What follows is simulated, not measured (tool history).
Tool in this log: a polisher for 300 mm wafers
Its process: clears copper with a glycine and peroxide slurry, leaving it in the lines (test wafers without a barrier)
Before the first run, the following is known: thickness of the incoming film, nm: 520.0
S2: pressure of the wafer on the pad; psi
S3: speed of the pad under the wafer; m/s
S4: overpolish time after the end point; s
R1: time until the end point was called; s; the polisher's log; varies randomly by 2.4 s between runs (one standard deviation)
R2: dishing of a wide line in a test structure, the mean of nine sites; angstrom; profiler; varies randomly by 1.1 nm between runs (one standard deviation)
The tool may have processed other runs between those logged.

{"run": 1, "hour": 0.0, "flow of slurry (ml/min)": 150, "S2": 2.1, "S3": 1.1, "S4": 10, "R1": 113.29, "R2": 375.7}
{"run": 2, "hour": 2.0, "flow of slurry (ml/min)": 180, "S2": 2.1, "S3": 1.1, "S4": 10, "R1": 108.65, "R2": 379.88}
{"run": 3, "hour": 8.4, "flow of slurry (ml/min)": 180, "S2": 2, "S3": 1.1, "S4": 11, "R1": 112.7, "R2": 392.12}
{"run": 4, "hour": 15.7, "flow of slurry (ml/min)": 180, "S2": 1.9, "S3": 1.1, "S4": 12, "R1": 117.04, "R2": 412.43}
{"run": 5, "hour": 24.2, "flow of slurry (ml/min)": 180, "S2": 1.9, "S3": 1.3, "S4": 12, "R1": 111.08, "R2": 440.58}
{"run": 6, "hour": 33.2, "flow of slurry (ml/min)": 180, "S2": 1.8, "S3": 1.3, "S4": 12, "R1": 111.91, "R2": 424.2}
{"run": 7, "hour": 37.9, "flow of slurry (ml/min)": 180, "S2": 1.8, "S3": 1.3, "S4": 12, "R1": 115.17, "R2": 433.84}
{"hour": 45.2, "done": "head pressure recalibrated"}
{"run": 8, "hour": 45.2, "flow of slurry (ml/min)": 180, "S2": 1.7, "S3": 1.3, "S4": 12, "R1": 108.9, "R2": 445.59}
{"run": 9, "hour": 48.1, "flow of slurry (ml/min)": 180, "S2": 1.7, "S3": 1.22, "S4": 12, "R1": 114.67, "R2": 424.91}

Run 10 has not been measured yet. What should we expect?
{"run": 10, "hour": 51.0, "flow of slurry (ml/min)": 175, "S2": 1.6, "S3": 1.18, "S4": 12, "R1": "?", "R2": "?"}

R1: 121.99 s
R2: 405.44 angstrom
